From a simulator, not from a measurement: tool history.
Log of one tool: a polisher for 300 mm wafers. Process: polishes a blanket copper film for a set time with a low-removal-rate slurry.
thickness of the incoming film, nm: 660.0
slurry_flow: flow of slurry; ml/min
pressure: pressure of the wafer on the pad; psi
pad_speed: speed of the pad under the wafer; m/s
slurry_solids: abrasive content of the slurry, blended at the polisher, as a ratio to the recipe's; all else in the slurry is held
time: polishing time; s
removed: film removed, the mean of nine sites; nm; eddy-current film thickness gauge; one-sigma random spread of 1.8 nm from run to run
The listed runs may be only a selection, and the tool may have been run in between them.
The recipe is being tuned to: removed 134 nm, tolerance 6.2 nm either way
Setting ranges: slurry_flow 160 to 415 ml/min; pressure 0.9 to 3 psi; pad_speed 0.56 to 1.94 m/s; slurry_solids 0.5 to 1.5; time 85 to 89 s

{"run": 1, "hour": 0.0, "slurry_flow": 265, "pressure": 1.9, "pad_speed": 1.24, "slurry_solids": 1, "time": 85, "removed": 219.84}
{"run": 2, "hour": 0.6, "slurry_flow": 265, "pressure": 1.8, "pad_speed": 1.24, "slurry_solids": 1, "time": 85, "removed": 209.39}
{"run": 3, "hour": 8.8, "slurry_flow": 265, "pressure": 1.7, "pad_speed": 1.24, "slurry_solids": 1, "time": 85, "removed": 198.22}
{"run": 4, "hour": 17.7, "slurry_flow": 265, "pressure": 1.7, "pad_speed": 1.24, "slurry_solids": 1.1, "time": 85, "removed": 207.46}
{"run": 5, "hour": 23.7, "slurry_flow": 265, "pressure": 1.9, "pad_speed": 1.24, "slurry_solids": 1.1, "time": 85, "removed": 225.9}
{"run": 6, "hour": 29.5, "slurry_flow": 265, "pressure": 1.8, "pad_speed": 1.22, "slurry_solids": 1.1, "time": 85, "removed": 212.22}
{"run": 7, "hour": 35.8, "slurry_flow": 265, "pressure": 1.7, "pad_speed": 1.22, "slurry_solids": 1.1, "time": 85, "removed": 200.53}
{"run": 8, "hour": 36.5, "slurry_flow": 265, "pressure": 1.6, "pad_speed": 1.22, "slurry_solids": 1.1, "time": 85, "removed": 186.85}
{"run": 9, "hour": 43.4, "slurry_flow": 265, "pressure": 1.5, "pad_speed": 1.22, "slurry_solids": 1.1, "time": 85, "removed": 175.96}
{"run": 10, "hour": 49.4, "slurry_flow": 265, "pressure": 1.4, "pad_speed": 1.22, "slurry_solids": 1.1, "time": 85, "removed": 167.77}
{"run": 11, "hour": 57.0, "slurry_flow": 265, "pressure": 1.3, "pad_speed": 1.22, "slurry_solids": 1.1, "time": 85, "removed": 154.37}
{"run": 12, "hour": 59.9, "slurry_flow": 265, "pressure": 1.2, "pad_speed": 1.22, "slurry_solids": 1.1, "time": 85, "removed": 142.52}

Of the 5 settings listed for the next run, only one would bring every result within its allowed miss of target. Which one?
{"run": "A", "hour": 62.8, "slurry_flow": 270, "pressure": 1, "pad_speed": 1.44, "slurry_solids": 1.25, "time": 89, "removed": "?"}
{"run": "B", "hour": 62.8, "slurry_flow": 220, "pressure": 1.6, "pad_speed": 0.98, "slurry_solids": 1.05, "time": 85, "removed": "?"}
{"run": "C", "hour": 62.8, "slurry_flow": 400, "pressure": 1.4, "pad_speed": 0.9, "slurry_solids": 1.15, "time": 88, "removed": "?"}
{"run": "D", "hour": 62.8, "slurry_flow": 330, "pressure": 1.3, "pad_speed": 1.06, "slurry_solids": 1.35, "time": 89, "removed": "?"}
{"run": "E", "hour": 62.8, "slurry_flow": 260, "pressure": 1.2, "pad_speed": 1.3, "slurry_solids": 1.05, "time": 87, "removed": "?"}

move=A removed=154.39
move=B removed=147.05
move=C removed=134.68
move=D removed=153.61
move=E removed=153.27
A: misses by more than the last run did
B: misses by more than the last run did
C: in spec on every target
D: misses by more than the last run did
E: misses by more than the last run did
C is the move that brings every result within its allowed miss.
